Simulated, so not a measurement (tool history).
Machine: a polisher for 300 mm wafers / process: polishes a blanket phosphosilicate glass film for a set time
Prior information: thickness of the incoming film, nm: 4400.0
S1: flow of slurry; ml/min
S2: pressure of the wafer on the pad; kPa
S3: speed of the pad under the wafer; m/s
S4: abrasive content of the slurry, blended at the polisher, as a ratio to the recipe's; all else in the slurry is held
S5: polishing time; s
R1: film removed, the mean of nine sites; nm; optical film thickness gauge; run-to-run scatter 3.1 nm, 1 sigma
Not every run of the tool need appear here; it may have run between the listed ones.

{"run": 1, "hour": 0.0, "S1": 190, "S2": 24.1, "S3": 0.96, "S4": 1, "S5": 27, "R1": 220.96}
{"run": 2, "hour": 7.8, "S1": 190, "S2": 24.1, "S3": 0.88, "S4": 1, "S5": 27, "R1": 200.45}
{"run": 3, "hour": 14.0, "S1": 190, "S2": 24.8, "S3": 0.88, "S4": 1, "S5": 27, "R1": 202.14}
{"run": 4, "hour": 16.1, "S1": 170, "S2": 24.8, "S3": 0.88, "S4": 1, "S5": 27, "R1": 207.8}
{"run": 5, "hour": 18.2, "S1": 170, "S2": 29.6, "S3": 0.88, "S4": 1, "S5": 27, "R1": 226.99}
{"run": 6, "hour": 25.1, "S1": 170, "S2": 29.6, "S3": 0.88, "S4": 1.1, "S5": 27, "R1": 232.91}
{"run": 7, "hour": 33.0, "S1": 180, "S2": 34.5, "S3": 0.9, "S4": 1.1, "S5": 27, "R1": 261.43}

Run 8, settings as shown, results not yet in. Your forecast:
{"run": 8, "hour": 40.8, "S1": 180, "S2": 34.5, "S3": 0.9, "S4": 1.1, "S5": 27, "R1": "?"}

{"run 8": {"R1": 268.78}}
